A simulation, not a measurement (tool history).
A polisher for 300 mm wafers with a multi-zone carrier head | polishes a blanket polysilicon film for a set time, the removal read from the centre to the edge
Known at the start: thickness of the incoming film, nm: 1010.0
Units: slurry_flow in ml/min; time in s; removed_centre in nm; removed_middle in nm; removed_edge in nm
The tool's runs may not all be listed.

run 1 hour=0.0 | slurry_flow=290 centre_zone=1.00 middle_zone=1.00 edge_zone=1.00 time=55 | removed_centre=324.30 removed_middle=326.63 removed_edge=326.58
run 2 hour=0.7 | slurry_flow=290 centre_zone=1.00 middle_zone=1.00 edge_zone=0.97 time=55 | removed_centre=325.49 removed_middle=323.46 removed_edge=316.36
run 3 hour=4.8 | slurry_flow=290 centre_zone=1.00 middle_zone=1.06 edge_zone=0.97 time=55 | removed_centre=322.74 removed_middle=343.59 removed_edge=318.61
run 4 hour=6.9 | slurry_flow=290 centre_zone=1.00 middle_zone=1.06 edge_zone=1.05 time=55 | removed_centre=322.11 removed_middle=341.32 removed_edge=336.95
run 5 hour=14.9 | slurry_flow=290 centre_zone=1.00 middle_zone=1.01 edge_zone=1.05 time=55 | removed_centre=329.31 removed_middle=325.62 removed_edge=334.64
run 6 hour=23.2 | slurry_flow=290 centre_zone=1.01 middle_zone=1.01 edge_zone=1.02 time=51 | removed_centre=300.79 removed_middle=308.75 removed_edge=308.64
run 7 hour=25.7 | slurry_flow=290 centre_zone=1.03 middle_zone=0.99 edge_zone=0.99 time=48 | removed_centre=290.85 removed_middle=278.40 removed_edge=279.69
run 8 hour=29.1 | slurry_flow=300 centre_zone=1.03 middle_zone=1.03 edge_zone=0.89 time=33 | removed_centre=200.37 removed_middle=199.38 removed_edge=184.98
run 9 hour=35.6 | slurry_flow=300 centre_zone=1.04 middle_zone=1.03 edge_zone=0.88 time=33 | removed_centre=200.42 removed_middle=203.90 removed_edge=183.56
run 10 hour=43.4 | slurry_flow=305 centre_zone=1.13 middle_zone=0.96 edge_zone=0.83 time=32 | removed_centre=211.43 removed_middle=181.82 removed_edge=173.90

Forecast run 11:
run 11 hour=44.7 | slurry_flow=305 centre_zone=1.13 middle_zone=0.97 edge_zone=0.83 time=32 | removed_centre=? removed_middle=? removed_edge=?

removed_centre: 213.69 nm
removed_middle: 181.79 nm
removed_edge: 176.53 nm
